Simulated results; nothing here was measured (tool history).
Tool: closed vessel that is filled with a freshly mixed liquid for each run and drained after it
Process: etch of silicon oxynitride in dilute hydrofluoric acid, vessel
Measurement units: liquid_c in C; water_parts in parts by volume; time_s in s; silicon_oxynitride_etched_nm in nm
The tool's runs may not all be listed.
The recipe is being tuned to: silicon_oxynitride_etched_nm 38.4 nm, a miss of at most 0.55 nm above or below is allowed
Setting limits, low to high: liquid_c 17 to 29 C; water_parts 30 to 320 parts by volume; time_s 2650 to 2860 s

run,hour,liquid_c,water_parts,time_s,silicon_oxynitride_etched_nm
1,0,21,175,2650,61.554
2,4.4,21,135,2650,81.941
3,8.9,20,155,2650,67.016
4,9.7,20,155,2860,72.435
5,13.6,19,170,2860,62.081
6,16.1,19,170,2650,57.469
7,21.8,18.5,180,2650,52.976
8,26.4,18,190,2650,48.73
9,27.2,17.5,200,2650,44.835
10,33.9,17.5,205,2650,43.584
11,42.2,17.5,210,2650,42.612

Exactly one of the 5 candidate moves below puts every result within its allowed miss. Which one?
A,50.5,17.5,245,2855,?
B,50.5,17,180,2650,?
C,50.5,18.5,220,2825,?
D,50.5,18.5,205,2660,?
E,50.5,18,255,2760,?

move,silicon_oxynitride_etched_nm
A,38.563
B,49.429
C,45.192
D,46.089
E,36.448
A: all results land within tolerance of their targets
B: misses by more than the last run did
C: misses by more than the last run did
D: misses by more than the last run did
E: takes the result that was furthest off past its target
Answer: A
